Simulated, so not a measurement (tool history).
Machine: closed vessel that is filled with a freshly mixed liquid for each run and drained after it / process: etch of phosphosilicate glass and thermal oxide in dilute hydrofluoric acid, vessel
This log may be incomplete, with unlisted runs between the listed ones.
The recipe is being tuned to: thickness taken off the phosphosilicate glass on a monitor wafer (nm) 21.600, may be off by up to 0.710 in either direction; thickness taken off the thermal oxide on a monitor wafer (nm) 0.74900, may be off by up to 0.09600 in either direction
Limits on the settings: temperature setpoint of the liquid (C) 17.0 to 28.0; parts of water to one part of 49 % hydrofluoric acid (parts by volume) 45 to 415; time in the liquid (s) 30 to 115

run	day	temperature setpoint of the liquid (C)	parts of water to one part of 49 % hydrofluoric acid (parts by volume)	time in the liquid (s)	thickness taken off the phosphosilicate glass on a monitor wafer (nm)	thickness taken off the thermal oxide on a monitor wafer (nm)
1	0.000	20.0	230	60	25.563	0.84611
2	0.325	20.0	230	35	14.754	0.51787
3	0.433	17.0	230	35	13.000	0.45292
4	0.642	17.0	230	30	11.357	0.40220
5	0.900	17.0	230	30	11.316	0.39970
6	1.125	17.0	230	40	14.994	0.52199
7	1.421	18.0	225	40	15.976	0.56798
8	1.612	19.0	225	40	16.941	0.58091
9	1.867	19.0	225	40	16.974	0.59130
10	2.117	19.5	225	40	17.334	0.60656
11	2.238	19.5	225	40	17.173	0.59579
12	2.467	20.0	225	40	17.469	0.60836
13	2.488	20.0	225	40	17.409	0.61250
14	2.771	20.5	225	40	17.938	0.61688
15	2.842	21.0	225	40	18.201	0.65032
16	3.125	21.5	225	40	18.581	0.61222
17	3.467	21.5	220	40	18.730	0.65926

Which one of the following 5 next-run settings gets every result inside its allowed miss? There is exactly one.
A	3.808	21.5	255	40	?	?
B	3.808	17.5	275	70	?	?
C	3.808	18.0	400	85	?	?
D	3.808	27.0	350	60	?	?
E	3.808	22.0	210	35	?	?

move	thickness taken off the phosphosilicate glass on a monitor wafer (nm)	thickness taken off the thermal oxide on a monitor wafer (nm)
A	16.023	0.52566
B	21.981	0.72111
C	16.859	0.55307
D	19.305	0.63333
E	18.132	0.59485
A: lands further from the targets than the last run did
B: hits every target within its allowed miss
C: lands further from the targets than the last run did
D: an improvement on the last run, though not all results are within tolerance
E: lands further from the targets than the last run did
B meets every target.

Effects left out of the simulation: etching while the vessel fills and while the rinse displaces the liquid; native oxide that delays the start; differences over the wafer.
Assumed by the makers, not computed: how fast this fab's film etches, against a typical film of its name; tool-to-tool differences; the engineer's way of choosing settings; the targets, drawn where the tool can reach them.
